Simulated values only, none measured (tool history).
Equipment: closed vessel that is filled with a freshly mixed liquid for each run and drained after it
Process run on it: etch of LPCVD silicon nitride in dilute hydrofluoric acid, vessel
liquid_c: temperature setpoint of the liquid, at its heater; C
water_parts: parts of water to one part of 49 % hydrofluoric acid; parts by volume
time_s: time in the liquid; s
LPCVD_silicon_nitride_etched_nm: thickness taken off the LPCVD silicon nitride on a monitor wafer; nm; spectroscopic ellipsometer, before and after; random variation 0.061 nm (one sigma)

run	hour	liquid_c	water_parts	time_s	LPCVD_silicon_nitride_etched_nm
1	0	23	55	515	3.8711
2	4.4	25	55	515	4.438
3	12.8	25	55	370	3.237
4	18.7	23	55	370	2.7713
5	23.5	23	55	515	3.935
6	30.4	25	50	515	4.8879
7	36.4	26.5	50	515	5.329
8	45.6	27.5	50	515	5.6974

Run 9 comes next. What will it give?
9	47.2	28.5	50	515	?

{"run 9": {"LPCVD_silicon_nitride_etched_nm": 6.1162}}
